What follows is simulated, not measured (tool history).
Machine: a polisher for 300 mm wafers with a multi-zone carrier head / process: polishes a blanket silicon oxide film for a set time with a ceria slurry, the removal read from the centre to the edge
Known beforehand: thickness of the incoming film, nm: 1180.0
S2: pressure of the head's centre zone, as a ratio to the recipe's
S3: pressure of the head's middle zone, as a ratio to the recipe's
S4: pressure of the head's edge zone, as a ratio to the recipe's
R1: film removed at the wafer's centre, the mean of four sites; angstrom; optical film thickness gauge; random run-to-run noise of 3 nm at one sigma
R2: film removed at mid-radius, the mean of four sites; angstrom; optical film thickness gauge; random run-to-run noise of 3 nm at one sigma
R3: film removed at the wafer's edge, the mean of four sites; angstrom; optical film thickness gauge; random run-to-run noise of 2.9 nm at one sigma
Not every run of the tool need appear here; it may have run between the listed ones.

Run 1, day 0.000: flow of slurry (ml/min) 240, S2 1.00, S3 1.00, S4 1.00, polishing time (s) 48. Result: R1 1610.4 angstrom, R2 1667.1 angstrom, R3 1707.3 angstrom.
Run 2, day 0.108: flow of slurry (ml/min) 240, S2 1.00, S3 1.00, S4 0.92, polishing time (s) 48. Result: R1 1636.6 angstrom, R2 1675.3 angstrom, R3 1626.5 angstrom.
Run 3, day 0.288: flow of slurry (ml/min) 240, S2 1.01, S3 1.00, S4 0.94, polishing time (s) 50. Result: R1 1740.9 angstrom, R2 1750.2 angstrom, R3 1729.6 angstrom.
Run 4, day 0.579: flow of slurry (ml/min) 240, S2 1.01, S3 1.00, S4 0.88, polishing time (s) 50. Result: R1 1750.6 angstrom, R2 1737.5 angstrom, R3 1649.6 angstrom.
Run 5, day 0.704: flow of slurry (ml/min) 240, S2 1.01, S3 1.04, S4 0.88, polishing time (s) 50. Result: R1 1722.9 angstrom, R2 1781.7 angstrom, R3 1660.6 angstrom.
At day 0.821: slurry nozzle cleaned.
Run 6, day 0.821: flow of slurry (ml/min) 240, S2 0.94, S3 1.04, S4 0.88, polishing time (s) 50. Result: R1 1773.1 angstrom, R2 1906.9 angstrom, R3 1719.4 angstrom.

Estimate the outcome of run 7 from the log above:
Run 7, day 1.025: flow of slurry (ml/min) 285, S2 1.01, S3 0.94, S4 0.98, polishing time (s) 64. Result: R1 ?, R2 ?, R3 ?.

Run 7 yielded R1 2433.6 angstrom, R2 2372.1 angstrom, R3 2388.4 angstrom.
